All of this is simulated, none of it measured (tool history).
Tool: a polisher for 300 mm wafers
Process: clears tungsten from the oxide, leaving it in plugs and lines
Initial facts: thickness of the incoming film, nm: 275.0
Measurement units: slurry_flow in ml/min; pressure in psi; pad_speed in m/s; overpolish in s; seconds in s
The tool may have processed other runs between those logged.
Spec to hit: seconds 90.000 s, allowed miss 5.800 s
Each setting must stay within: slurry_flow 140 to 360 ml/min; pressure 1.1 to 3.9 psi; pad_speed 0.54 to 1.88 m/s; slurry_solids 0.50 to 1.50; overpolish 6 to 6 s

run,hour,slurry_flow,pressure,pad_speed,slurry_solids,overpolish,seconds
1,0.0,230,2.5,1.20,1.00,6,71.201
2,3.8,230,2.5,1.20,0.85,6,74.890
3,5.6,230,2.4,1.20,0.85,6,78.514
4,8.0,230,2.3,1.20,0.85,6,80.478
5,9.8,230,2.8,1.20,0.85,6,68.502
6,18.6,230,2.6,1.18,0.85,6,73.912
7,20.0,230,2.5,1.16,0.85,6,78.087
8,20.7,230,2.4,1.16,0.85,6,79.597
# hour 22.2: slurry tank refilled with fresh slurry and peroxide
9,22.2,230,2.1,1.14,0.85,6,83.916

Which single option among these 5 for the next run brings every result within its allowed miss of target? Just one does.
A,23.7,220,2.2,1.00,1.15,6,?
B,23.7,215,2.0,1.04,1.00,6,?
C,23.7,235,2.1,1.26,0.90,6,?
D,23.7,245,2.4,1.04,0.95,6,?
E,23.7,245,2.3,1.20,0.75,6,?

move,seconds
A,78.135
B,87.242
C,73.676
D,73.634
E,74.689
A: misses by more than the last run did
B: every result within its allowed miss
C: misses by more than the last run did
D: misses by more than the last run did
E: misses by more than the last run did
Correct choice: B, which meets every target
